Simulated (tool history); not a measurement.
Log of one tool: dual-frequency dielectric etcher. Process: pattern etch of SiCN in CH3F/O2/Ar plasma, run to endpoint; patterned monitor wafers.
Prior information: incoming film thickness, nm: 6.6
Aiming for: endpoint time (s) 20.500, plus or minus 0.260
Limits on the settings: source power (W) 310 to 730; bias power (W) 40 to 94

run 1 hour=0.0 | source_power_(W)=520 bias_power_(W)=67 | endpoint_time_(s)=15.757
run 2 hour=8.2 | source_power_(W)=520 bias_power_(W)=75 | endpoint_time_(s)=15.136
run 3 hour=14.2 | source_power_(W)=520 bias_power_(W)=86 | endpoint_time_(s)=14.451
run 4 hour=18.5 | source_power_(W)=610 bias_power_(W)=86 | endpoint_time_(s)=13.268
run 5 hour=19.4 | source_power_(W)=610 bias_power_(W)=80 | endpoint_time_(s)=13.711
run 6 hour=23.6 | source_power_(W)=540 bias_power_(W)=73 | endpoint_time_(s)=15.128
run 7 hour=28.3 | source_power_(W)=490 bias_power_(W)=68 | endpoint_time_(s)=16.241
run 8 hour=33.7 | source_power_(W)=450 bias_power_(W)=65 | endpoint_time_(s)=17.177
run 9 hour=38.8 | source_power_(W)=420 bias_power_(W)=63 | endpoint_time_(s)=18.132
run 10 hour=42.3 | source_power_(W)=400 bias_power_(W)=63 | endpoint_time_(s)=18.583
run 11 hour=48.7 | source_power_(W)=380 bias_power_(W)=63 | endpoint_time_(s)=19.207
run 12 hour=52.5 | source_power_(W)=370 bias_power_(W)=63 | endpoint_time_(s)=19.523
run 13 hour=54.5 | source_power_(W)=370 bias_power_(W)=63 | endpoint_time_(s)=19.353
run 14 hour=57.8 | source_power_(W)=370 bias_power_(W)=63 | endpoint_time_(s)=19.477
run 15 hour=64.5 | source_power_(W)=360 bias_power_(W)=63 | endpoint_time_(s)=19.887

Exercise: of the 5 proposed moves below, exactly one satisfies all targets within the stated allowed misses. Which move is it?
run A hour=71.2 | source_power_(W)=340 bias_power_(W)=58 | endpoint_time_(s)=?
run B hour=71.2 | source_power_(W)=330 bias_power_(W)=61 | endpoint_time_(s)=?
run C hour=71.2 | source_power_(W)=350 bias_power_(W)=61 | endpoint_time_(s)=?
run D hour=71.2 | source_power_(W)=350 bias_power_(W)=69 | endpoint_time_(s)=?
run E hour=71.2 | source_power_(W)=370 bias_power_(W)=64 | endpoint_time_(s)=?

move=A endpoint_time_(s)=21.189
move=B endpoint_time_(s)=21.209
move=C endpoint_time_(s)=20.420
move=D endpoint_time_(s)=19.508
move=E endpoint_time_(s)=19.384
A: pushes the last run's worst result past its target
B: pushes the last run's worst result past its target
C: all results land within tolerance of their targets
D: the biggest miss grows against the last run
E: the biggest miss grows against the last run
Answer: C
